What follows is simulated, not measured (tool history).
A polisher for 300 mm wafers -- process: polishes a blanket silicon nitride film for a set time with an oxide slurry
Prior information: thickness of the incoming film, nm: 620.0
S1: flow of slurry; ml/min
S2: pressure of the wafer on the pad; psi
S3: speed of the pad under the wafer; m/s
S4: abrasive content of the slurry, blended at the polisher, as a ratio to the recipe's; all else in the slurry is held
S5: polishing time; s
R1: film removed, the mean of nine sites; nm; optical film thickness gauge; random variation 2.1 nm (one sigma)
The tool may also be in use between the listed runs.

run  hour   S1   S2    S3  S4  S5      R1
  1     0  145  4.6  1.22   1  96  103.44
  2   4.4  145  4.6  1.22   1  96  107.81
  3  11.8  150  5.1  1.22   1  96  117.41
  4  17.5  150  5.5  1.22   1  96  125.38
  5  25.5  130  5.5  1.22   1  96  121.21
  6    32  130  4.9  1.22   1  96  109.99
  7    37  130  5.4  1.24   1  96  121.65

What will run 8 give?
  8  43.9  135  5.8  1.26   1  96   ?

{"run 8": {"R1": 133.48}}
